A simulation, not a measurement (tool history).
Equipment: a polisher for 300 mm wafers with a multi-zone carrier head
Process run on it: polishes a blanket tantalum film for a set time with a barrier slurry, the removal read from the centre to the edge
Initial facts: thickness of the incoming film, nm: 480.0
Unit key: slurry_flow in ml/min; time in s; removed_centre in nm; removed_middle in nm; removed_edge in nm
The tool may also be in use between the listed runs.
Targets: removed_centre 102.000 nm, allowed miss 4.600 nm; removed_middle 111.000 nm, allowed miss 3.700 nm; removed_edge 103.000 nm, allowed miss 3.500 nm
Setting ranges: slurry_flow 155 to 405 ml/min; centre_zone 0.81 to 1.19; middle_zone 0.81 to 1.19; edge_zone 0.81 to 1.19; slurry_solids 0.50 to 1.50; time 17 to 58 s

{"run": 1, "hour": 0.0, "slurry_flow": 260, "centre_zone": 1.0, "middle_zone": 1.0, "edge_zone": 1.0, "slurry_solids": 1.0, "time": 37, "removed_centre": 65.29, "removed_middle": 68.396, "removed_edge": 67.349}
{"run": 2, "hour": 2.9, "slurry_flow": 265, "centre_zone": 1.01, "middle_zone": 1.02, "edge_zone": 1.02, "slurry_solids": 1.1, "time": 38, "removed_centre": 68.211, "removed_middle": 71.004, "removed_edge": 70.591}
{"run": 3, "hour": 9.9, "slurry_flow": 210, "centre_zone": 1.01, "middle_zone": 1.02, "edge_zone": 1.02, "slurry_solids": 1.1, "time": 38, "removed_centre": 65.966, "removed_middle": 68.127, "removed_edge": 69.148}
{"run": 4, "hour": 18.4, "slurry_flow": 210, "centre_zone": 1.01, "middle_zone": 1.02, "edge_zone": 1.05, "slurry_solids": 1.1, "time": 38, "removed_centre": 67.67, "removed_middle": 68.117, "removed_edge": 68.678}
{"run": 5, "hour": 26.2, "slurry_flow": 270, "centre_zone": 1.01, "middle_zone": 1.02, "edge_zone": 1.05, "slurry_solids": 1.1, "time": 38, "removed_centre": 71.11, "removed_middle": 72.064, "removed_edge": 72.898}
{"run": 6, "hour": 31.9, "slurry_flow": 235, "centre_zone": 1.01, "middle_zone": 1.02, "edge_zone": 1.05, "slurry_solids": 1.1, "time": 38, "removed_centre": 66.412, "removed_middle": 70.594, "removed_edge": 70.968}
{"run": 7, "hour": 33.6, "slurry_flow": 235, "centre_zone": 1.01, "middle_zone": 1.02, "edge_zone": 1.05, "slurry_solids": 1.1, "time": 38, "removed_centre": 67.331, "removed_middle": 70.074, "removed_edge": 70.271}
{"run": 8, "hour": 36.2, "slurry_flow": 255, "centre_zone": 1.02, "middle_zone": 1.05, "edge_zone": 1.05, "slurry_solids": 1.15, "time": 39, "removed_centre": 72.487, "removed_middle": 75.225, "removed_edge": 73.934}
{"run": 9, "hour": 40.5, "slurry_flow": 275, "centre_zone": 1.02, "middle_zone": 1.07, "edge_zone": 1.06, "slurry_solids": 1.2, "time": 40, "removed_centre": 75.243, "removed_middle": 79.71, "removed_edge": 79.327}
{"run": 10, "hour": 48.7, "slurry_flow": 290, "centre_zone": 1.03, "middle_zone": 1.09, "edge_zone": 1.05, "slurry_solids": 1.25, "time": 41, "removed_centre": 81.508, "removed_middle": 84.462, "removed_edge": 81.553}
{"run": 11, "hour": 53.7, "slurry_flow": 305, "centre_zone": 1.03, "middle_zone": 1.11, "edge_zone": 1.06, "slurry_solids": 1.3, "time": 42, "removed_centre": 81.18, "removed_middle": 89.055, "removed_edge": 84.47}
{"run": 12, "hour": 61.9, "slurry_flow": 315, "centre_zone": 1.04, "middle_zone": 1.12, "edge_zone": 1.07, "slurry_solids": 1.35, "time": 43, "removed_centre": 88.235, "removed_middle": 93.849, "removed_edge": 87.008}
{"run": 13, "hour": 64.0, "slurry_flow": 320, "centre_zone": 1.04, "middle_zone": 1.12, "edge_zone": 1.08, "slurry_solids": 1.4, "time": 44, "removed_centre": 90.598, "removed_middle": 97.353, "removed_edge": 91.559}
{"run": 14, "hour": 66.6, "slurry_flow": 325, "centre_zone": 1.04, "middle_zone": 1.13, "edge_zone": 1.09, "slurry_solids": 1.4, "time": 44, "removed_centre": 89.043, "removed_middle": 97.69, "removed_edge": 90.872}

4 candidate next runs follow, results not yet known. Just one meets every target within its allowed miss. Identify it.
{"run": "A", "hour": 69.2, "slurry_flow": 360, "centre_zone": 1.19, "middle_zone": 1.1, "edge_zone": 1.05, "slurry_solids": 1.1, "time": 42, "removed_centre": "?", "removed_middle": "?", "removed_edge": "?"}
{"run": "B", "hour": 69.2, "slurry_flow": 355, "centre_zone": 1.14, "middle_zone": 1.12, "edge_zone": 1.09, "slurry_solids": 1.2, "time": 42, "removed_centre": "?", "removed_middle": "?", "removed_edge": "?"}
{"run": "C", "hour": 69.2, "slurry_flow": 295, "centre_zone": 0.96, "middle_zone": 1.17, "edge_zone": 1.09, "slurry_solids": 1.5, "time": 46, "removed_centre": "?", "removed_middle": "?", "removed_edge": "?"}
{"run": "D", "hour": 69.2, "slurry_flow": 265, "centre_zone": 1.04, "middle_zone": 1.14, "edge_zone": 1.07, "slurry_solids": 1.35, "time": 52, "removed_centre": "?", "removed_middle": "?", "removed_edge": "?"}

move=A removed_centre=96.192 removed_middle=86.936 removed_edge=82.452
move=B removed_centre=93.583 removed_middle=89.632 removed_edge=85.168
move=C removed_centre=87.170 removed_middle=103.270 removed_edge=95.267
move=D removed_centre=102.420 removed_middle=109.850 removed_edge=103.280
A: moves away from the targets compared with the last run
B: moves away from the targets compared with the last run
C: nearer than the last run, and not there yet
D: every result within its allowed miss
Correct choice: D, which meets every target

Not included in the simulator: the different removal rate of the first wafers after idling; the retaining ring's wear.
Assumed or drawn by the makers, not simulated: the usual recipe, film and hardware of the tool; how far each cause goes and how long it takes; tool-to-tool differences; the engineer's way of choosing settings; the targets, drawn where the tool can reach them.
